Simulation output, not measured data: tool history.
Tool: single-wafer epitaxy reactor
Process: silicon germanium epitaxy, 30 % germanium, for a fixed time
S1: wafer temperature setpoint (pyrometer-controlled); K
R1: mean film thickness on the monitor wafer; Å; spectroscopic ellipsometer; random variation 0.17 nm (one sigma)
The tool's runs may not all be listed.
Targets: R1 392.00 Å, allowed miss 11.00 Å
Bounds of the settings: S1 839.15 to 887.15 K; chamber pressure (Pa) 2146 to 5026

{"run": 1, "hour": 0.0, "S1": 863.15, "chamber pressure (Pa)": 3586, "R1": 548.17}
{"run": 2, "hour": 5.4, "S1": 863.15, "chamber pressure (Pa)": 4106, "R1": 568.37}
{"run": 3, "hour": 9.1, "S1": 860.15, "chamber pressure (Pa)": 4080, "R1": 541.56}
{"run": 4, "hour": 16.1, "S1": 860.15, "chamber pressure (Pa)": 3666, "R1": 521.22}
{"run": 5, "hour": 19.0, "S1": 860.15, "chamber pressure (Pa)": 3906, "R1": 533.77}
{"run": 6, "hour": 19.6, "S1": 857.15, "chamber pressure (Pa)": 3880, "R1": 506.25}
{"run": 7, "hour": 21.9, "S1": 855.15, "chamber pressure (Pa)": 3866, "R1": 493.84}
{"run": 8, "hour": 25.1, "S1": 853.15, "chamber pressure (Pa)": 3840, "R1": 473.43}

5 next moves are on the table. One of them brings every result within its allowed miss. Which?
{"run": "A", "hour": 28.3, "S1": 848.15, "chamber pressure (Pa)": 3586, "R1": "?"}
{"run": "B", "hour": 28.3, "S1": 863.15, "chamber pressure (Pa)": 3946, "R1": "?"}
{"run": "C", "hour": 28.3, "S1": 840.15, "chamber pressure (Pa)": 4226, "R1": "?"}
{"run": "D", "hour": 28.3, "S1": 869.15, "chamber pressure (Pa)": 3066, "R1": "?"}
{"run": "E", "hour": 28.3, "S1": 850.15, "chamber pressure (Pa)": 3186, "R1": "?"}

move=A R1=425.26
move=B R1=564.88
move=C R1=392.82
move=D R1=571.18
move=E R1=422.39
A: nearer than the last run, and not there yet
B: further off than the last run
C: meets every target
D: further off than the last run
E: nearer than the last run, and not there yet
Answer: C
